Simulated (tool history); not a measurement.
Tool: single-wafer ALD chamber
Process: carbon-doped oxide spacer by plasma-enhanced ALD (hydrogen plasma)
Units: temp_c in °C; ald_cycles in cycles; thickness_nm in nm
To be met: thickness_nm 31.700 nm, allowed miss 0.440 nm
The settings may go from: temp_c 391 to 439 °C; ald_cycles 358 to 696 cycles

run 1 hour=0.0 | temp_c=415 ald_cycles=527 | thickness_nm=24.309
run 2 hour=4.5 | temp_c=415 ald_cycles=593 | thickness_nm=27.326
run 3 hour=10.4 | temp_c=415 ald_cycles=647 | thickness_nm=29.746
run 4 hour=16.0 | temp_c=415 ald_cycles=583 | thickness_nm=27.139
run 5 hour=19.0 | temp_c=415 ald_cycles=510 | thickness_nm=23.526
run 6 hour=22.5 | temp_c=413 ald_cycles=524 | thickness_nm=24.404
run 7 hour=25.6 | temp_c=411 ald_cycles=536 | thickness_nm=24.886
run 8 hour=32.5 | temp_c=410 ald_cycles=550 | thickness_nm=25.911
run 9 hour=36.9 | temp_c=408 ald_cycles=558 | thickness_nm=26.416
run 10 hour=41.0 | temp_c=407 ald_cycles=565 | thickness_nm=26.792
run 11 hour=42.9 | temp_c=406 ald_cycles=572 | thickness_nm=27.113
run 12 hour=51.8 | temp_c=405 ald_cycles=579 | thickness_nm=27.812
run 13 hour=53.4 | temp_c=404 ald_cycles=584 | thickness_nm=27.967

5 next moves are on the table. One of them brings every result within its allowed miss. Which?
run A hour=55.0 | temp_c=403 ald_cycles=639 | thickness_nm=?
run B hour=55.0 | temp_c=400 ald_cycles=631 | thickness_nm=?
run C hour=55.0 | temp_c=404 ald_cycles=638 | thickness_nm=?
run D hour=55.0 | temp_c=391 ald_cycles=616 | thickness_nm=?
run E hour=55.0 | temp_c=401 ald_cycles=654 | thickness_nm=?

move=A thickness_nm=30.698
move=B thickness_nm=30.434
move=C thickness_nm=30.544
move=D thickness_nm=29.710
move=E thickness_nm=31.543
A: nearer than the last run, and not there yet
B: nearer than the last run, and not there yet
C: nearer than the last run, and not there yet
D: nearer than the last run, and not there yet
E: meets every target
Answer: E

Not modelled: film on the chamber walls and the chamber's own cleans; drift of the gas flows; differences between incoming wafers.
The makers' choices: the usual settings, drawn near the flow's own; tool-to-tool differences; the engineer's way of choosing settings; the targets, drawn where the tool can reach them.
